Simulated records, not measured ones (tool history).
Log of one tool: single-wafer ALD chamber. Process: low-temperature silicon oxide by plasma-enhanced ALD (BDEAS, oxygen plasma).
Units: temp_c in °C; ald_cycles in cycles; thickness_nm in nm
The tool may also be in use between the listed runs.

run	day	temp_c	ald_cycles	thickness_nm
1	0	90	65	9.4458
2	0.308	94	64	9.0845
3	0.388	94	71	10.145
4	0.567	94	75	10.702
5	0.917	94	69	9.8922
6	0.954	101	69	9.6163
7	1.062	103	67	9.2698

Forecast run 8:
8	1.354	112	61	?

thickness_nm: 8.2876 nm
